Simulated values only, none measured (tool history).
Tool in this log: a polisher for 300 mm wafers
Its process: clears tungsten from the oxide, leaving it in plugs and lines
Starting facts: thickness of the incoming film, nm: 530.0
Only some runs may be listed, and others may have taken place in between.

run    day  flow of slurry (ml/min)  pressure of the wafer on the pad (kPa)  speed of the pad under the wafer (m/s)  abrasive content of the slurry  overpolish time after the end point (s)  time until the end point was called (s)
  1  0.000                      230                                    33.8                                    0.88                             1.0                                        5                                   91.240
  2  0.075                      230                                    33.8                                    0.88                             0.9                                        5                                   93.374
  3  0.333                      230                                    30.3                                    0.88                             0.9                                        5                                  104.550
  4  0.583                      230                                    27.6                                    0.88                             0.9                                        5                                  109.420
  5  0.950                      230                                    25.5                                    0.86                             0.9                                        5                                  123.550
  6  1.075                      230                                    25.5                                    0.86                             0.9                                        4                                  123.750
  7  1.283                      230                                    23.4                                    0.86                             0.9                                        4                                  131.220
  8  1.546                      230                                    15.2                                    0.84                             0.9                                        4                                  198.570

Forecast run 9:
  9  1.746                      230                                    19.3                                    0.84                             0.9                                        4                                        ?

Run 9 measured time until the end point was called (s) 160.350.

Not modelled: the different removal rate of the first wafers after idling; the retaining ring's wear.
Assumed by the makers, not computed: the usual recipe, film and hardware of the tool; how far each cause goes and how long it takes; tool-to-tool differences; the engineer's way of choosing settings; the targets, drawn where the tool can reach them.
